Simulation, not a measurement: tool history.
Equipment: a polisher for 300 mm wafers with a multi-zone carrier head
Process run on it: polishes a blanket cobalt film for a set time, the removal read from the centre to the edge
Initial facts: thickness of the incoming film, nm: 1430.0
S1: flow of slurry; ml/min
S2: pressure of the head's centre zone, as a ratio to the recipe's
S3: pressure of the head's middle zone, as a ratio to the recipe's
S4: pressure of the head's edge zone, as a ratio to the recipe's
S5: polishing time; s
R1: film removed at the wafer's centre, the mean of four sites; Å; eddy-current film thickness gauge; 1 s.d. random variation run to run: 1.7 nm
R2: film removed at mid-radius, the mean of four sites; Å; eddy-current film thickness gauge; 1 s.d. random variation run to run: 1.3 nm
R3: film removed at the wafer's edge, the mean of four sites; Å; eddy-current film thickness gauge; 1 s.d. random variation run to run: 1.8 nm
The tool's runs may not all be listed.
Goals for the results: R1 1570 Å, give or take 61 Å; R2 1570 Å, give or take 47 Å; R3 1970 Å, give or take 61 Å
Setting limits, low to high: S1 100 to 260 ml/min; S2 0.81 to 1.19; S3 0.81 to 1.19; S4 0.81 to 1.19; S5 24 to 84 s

run 1 hour=0 | S1=165 S2=1 S3=1 S4=1 S5=54 | R1=2143.2 R2=2121.2 R3=2240
run 2 hour=1.7 | S1=155 S2=0.97 S3=0.97 S4=1 S5=53 | R1=1990.3 R2=2047.3 R3=2157.2
run 3 hour=4.3 | S1=185 S2=0.97 S3=0.97 S4=1 S5=53 | R1=2086.6 R2=2077.7 R3=2266.6
run 4 hour=5.1 | S1=185 S2=0.97 S3=0.97 S4=1 S5=62 | R1=2360.8 R2=2472.6 R3=2627.8
run 5 hour=10.5 | S1=180 S2=0.95 S3=0.94 S4=1.01 S5=59 | R1=2230.9 R2=2228.3 R3=2490.2
run 6 hour=19.4 | S1=155 S2=0.95 S3=0.94 S4=1.01 S5=59 | R1=2174.1 R2=2202.7 R3=2456.4
run 7 hour=21 | S1=130 S2=0.86 S3=0.84 S4=1.02 S5=45 | R1=1446.4 R2=1493.9 R3=1831
run 8 hour=29.1 | S1=175 S2=0.88 S3=0.84 S4=1.09 S5=46 | R1=1608.6 R2=1632.5 R3=2037.4

Below are 5 possible settings for the next run. Only one of them brings all results inside the allowed miss of their targets. Which is it?
run A hour=37.2 | S1=165 S2=0.92 S3=0.9 S4=1.06 S5=46 | R1=? R2=? R3=?
run B hour=37.2 | S1=190 S2=0.86 S3=0.82 S4=1.08 S5=48 | R1=? R2=? R3=?
run C hour=37.2 | S1=155 S2=0.94 S3=0.81 S4=1.1 S5=47 | R1=? R2=? R3=?
run D hour=37.2 | S1=190 S2=0.94 S3=0.81 S4=1.1 S5=45 | R1=? R2=? R3=?
run E hour=37.2 | S1=200 S2=0.9 S3=0.87 S4=1.18 S5=43 | R1=? R2=? R3=?

move=A R1=1664 R2=1691.8 R3=1972.2
move=B R1=1669.2 R2=1691.8 R3=2116.7
move=C R1=1712.8 R2=1580.9 R3=2038.2
move=D R1=1711.6 R2=1571.3 R3=2003.1
move=E R1=1581.6 R2=1595.9 R3=1995.4
A: misses by more than the last run did
B: misses by more than the last run did
C: corrects the largest miss of the last run, while another result sits out of spec
D: corrects the largest miss of the last run, while another result sits out of spec
E: in spec on every target
Move E is the one to make.
